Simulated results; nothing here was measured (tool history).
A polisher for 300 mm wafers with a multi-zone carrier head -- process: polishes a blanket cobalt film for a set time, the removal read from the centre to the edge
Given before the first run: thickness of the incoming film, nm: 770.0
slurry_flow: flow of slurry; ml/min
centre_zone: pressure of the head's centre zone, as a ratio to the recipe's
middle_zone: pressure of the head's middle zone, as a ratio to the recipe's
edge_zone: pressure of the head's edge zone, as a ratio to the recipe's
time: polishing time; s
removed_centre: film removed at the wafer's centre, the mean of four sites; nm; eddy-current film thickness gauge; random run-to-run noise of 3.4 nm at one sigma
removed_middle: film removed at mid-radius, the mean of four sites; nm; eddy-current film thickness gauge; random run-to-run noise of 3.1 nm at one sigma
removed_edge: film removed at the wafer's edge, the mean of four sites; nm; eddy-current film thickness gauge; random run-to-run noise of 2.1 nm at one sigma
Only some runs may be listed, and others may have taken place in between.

run 1 hour=0 | slurry_flow=230 centre_zone=1 middle_zone=1 edge_zone=1 time=52 | removed_centre=254.87 removed_middle=256.06 removed_edge=261.92
run 2 hour=3.5 | slurry_flow=250 centre_zone=1.01 middle_zone=1.05 edge_zone=1.03 time=54 | removed_centre=267.95 removed_middle=281.95 removed_edge=281.51
run 3 hour=7.7 | slurry_flow=265 centre_zone=1.02 middle_zone=1.09 edge_zone=1.04 time=55 | removed_centre=277.54 removed_middle=296.53 removed_edge=286.4
run 4 hour=10.5 | slurry_flow=265 centre_zone=1.02 middle_zone=1.09 edge_zone=1.04 time=46 | removed_centre=238.61 removed_middle=248.91 removed_edge=243.28
run 5 hour=12.7 | slurry_flow=275 centre_zone=1.02 middle_zone=1.12 edge_zone=1.05 time=50 | removed_centre=254.66 removed_middle=278.68 removed_edge=264.99
run 6 hour=15.1 | slurry_flow=275 centre_zone=1.02 middle_zone=1.08 edge_zone=1.05 time=50 | removed_centre=255.45 removed_middle=277.19 removed_edge=262.41
run 7 hour=21.6 | slurry_flow=285 centre_zone=1.03 middle_zone=1.09 edge_zone=1.08 time=52 | removed_centre=262.67 removed_middle=284.18 removed_edge=279.34
run 8 hour=23.7 | slurry_flow=300 centre_zone=1.04 middle_zone=1.12 edge_zone=1.08 time=54 | removed_centre=286.11 removed_middle=306.42 removed_edge=289.86

Forecast run 9:
run 9 hour=26.1 | slurry_flow=310 centre_zone=1.03 middle_zone=1.14 edge_zone=1.09 time=55 | removed_centre=? removed_middle=? removed_edge=?

{"run 9": {"removed_centre": 286.92, "removed_middle": 318.1, "removed_edge": 297.11}}

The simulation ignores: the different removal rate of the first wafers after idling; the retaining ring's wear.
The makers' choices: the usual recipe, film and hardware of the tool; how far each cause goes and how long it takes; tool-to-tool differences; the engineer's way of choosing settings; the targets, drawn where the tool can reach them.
